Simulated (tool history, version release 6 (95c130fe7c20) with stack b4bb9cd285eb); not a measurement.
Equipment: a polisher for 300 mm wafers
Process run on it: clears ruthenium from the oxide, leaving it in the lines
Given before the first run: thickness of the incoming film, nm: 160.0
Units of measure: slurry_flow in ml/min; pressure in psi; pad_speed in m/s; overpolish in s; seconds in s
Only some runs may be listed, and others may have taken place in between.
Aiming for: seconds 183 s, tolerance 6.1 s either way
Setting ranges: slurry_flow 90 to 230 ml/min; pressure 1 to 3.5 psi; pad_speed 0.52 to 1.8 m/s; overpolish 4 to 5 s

run,hour,slurry_flow,pressure,pad_speed,overpolish,seconds
1,0,150,2.2,1.16,5,117.77
2,6.3,150,2.1,1.16,5,121.24
3,13.8,150,2,1.16,5,128.11
4,18.5,150,1.8,1.16,5,142.46
5,25.5,150,1.7,1.16,5,151.47
6,26.7,150,1.3,1.16,5,195.1
7,35.4,155,1.3,1.16,5,192.57
8,43.4,160,1.3,1.16,5,195.05

Next run, 4 choices. One meets every target within its allowed miss, the rest don't. Which?
A,51.4,175,1.1,1.32,4,?
B,51.4,165,1,1.54,5,?
C,51.4,115,1.6,1,5,?
D,51.4,170,1.2,1.22,5,?

move,seconds
A,195.11
B,185.38
C,194.8
D,194.95
A: about as far from the targets as the last run
B: each result inside its tolerance
C: about as far from the targets as the last run
D: about as far from the targets as the last run
The right move is B.
